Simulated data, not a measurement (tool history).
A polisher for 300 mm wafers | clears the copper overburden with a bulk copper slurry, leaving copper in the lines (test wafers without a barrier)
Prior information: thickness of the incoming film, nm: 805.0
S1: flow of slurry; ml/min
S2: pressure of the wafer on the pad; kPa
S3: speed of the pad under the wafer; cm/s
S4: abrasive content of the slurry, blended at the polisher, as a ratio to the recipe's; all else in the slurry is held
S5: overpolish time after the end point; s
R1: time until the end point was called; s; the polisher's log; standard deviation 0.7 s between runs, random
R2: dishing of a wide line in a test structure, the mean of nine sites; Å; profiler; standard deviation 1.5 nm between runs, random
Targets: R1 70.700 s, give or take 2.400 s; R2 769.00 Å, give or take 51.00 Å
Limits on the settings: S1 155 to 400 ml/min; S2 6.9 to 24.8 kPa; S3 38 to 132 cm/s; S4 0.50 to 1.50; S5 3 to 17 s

Run 1, hour 0.0: S1 255 ml/min, S2 15.9 kPa, S3 84 cm/s, S4 1.00, S5 9 s. Result: R1 105.510 s, R2 431.37 Å.
Run 2, hour 8.1: S1 225 ml/min, S2 15.9 kPa, S3 84 cm/s, S4 1.00, S5 9 s. Result: R1 110.670 s, R2 436.88 Å.
Run 3, hour 10.3: S1 240 ml/min, S2 17.2 kPa, S3 84 cm/s, S4 1.00, S5 10 s. Result: R1 103.190 s, R2 473.62 Å.
Run 4, hour 12.5: S1 240 ml/min, S2 17.2 kPa, S3 74 cm/s, S4 1.00, S5 10 s. Result: R1 114.780 s, R2 451.44 Å.
Run 5, hour 18.3: S1 255 ml/min, S2 18.6 kPa, S3 74 cm/s, S4 1.00, S5 11 s. Result: R1 108.950 s, R2 515.07 Å.
Run 6, hour 21.5: S1 300 ml/min, S2 18.6 kPa, S3 74 cm/s, S4 1.00, S5 11 s. Result: R1 108.920 s, R2 523.67 Å.
Run 7, hour 28.1: S1 300 ml/min, S2 20.0 kPa, S3 76 cm/s, S4 1.00, S5 11 s. Result: R1 99.120 s, R2 550.32 Å.
Run 8, hour 31.6: S1 300 ml/min, S2 20.7 kPa, S3 78 cm/s, S4 1.00, S5 11 s. Result: R1 94.463 s, R2 570.80 Å.
Run 9, hour 40.0: S1 300 ml/min, S2 21.4 kPa, S3 80 cm/s, S4 1.00, S5 11 s. Result: R1 90.546 s, R2 579.91 Å.
Run 10, hour 43.9: S1 300 ml/min, S2 22.1 kPa, S3 82 cm/s, S4 1.00, S5 11 s. Result: R1 87.535 s, R2 617.93 Å.
Run 11, hour 48.8: S1 300 ml/min, S2 22.8 kPa, S3 84 cm/s, S4 1.00, S5 11 s. Result: R1 82.983 s, R2 635.33 Å.
Run 12, hour 52.3: S1 300 ml/min, S2 23.4 kPa, S3 86 cm/s, S4 1.00, S5 11 s. Result: R1 80.041 s, R2 666.03 Å.

Pick the move, out of 4, that brings all results within their allowed miss; only one does.
Run A, hour 55.8: S1 330 ml/min, S2 24.8 kPa, S3 94 cm/s, S4 0.90, S5 14 s. Result: R1 ?, R2 ?.
Run B, hour 55.8: S1 295 ml/min, S2 22.1 kPa, S3 102 cm/s, S4 1.00, S5 12 s. Result: R1 ?, R2 ?.
Run C, hour 55.8: S1 340 ml/min, S2 20.7 kPa, S3 76 cm/s, S4 0.95, S5 15 s. Result: R1 ?, R2 ?.
Run D, hour 55.8: S1 340 ml/min, S2 24.8 kPa, S3 100 cm/s, S4 1.10, S5 13 s. Result: R1 ?, R2 ?.

move      R1      R2
   A  70.257  891.83
   B  69.935  793.67
   C  97.590  728.12
   D  63.550  908.19
A: gets the furthest-off result to its target, but another result is out of tolerance
B: in spec on every target
C: the biggest miss grows against the last run
D: carries the result that was furthest off beyond its target, to the other side
So the answer is move B, the one that meets all the targets.

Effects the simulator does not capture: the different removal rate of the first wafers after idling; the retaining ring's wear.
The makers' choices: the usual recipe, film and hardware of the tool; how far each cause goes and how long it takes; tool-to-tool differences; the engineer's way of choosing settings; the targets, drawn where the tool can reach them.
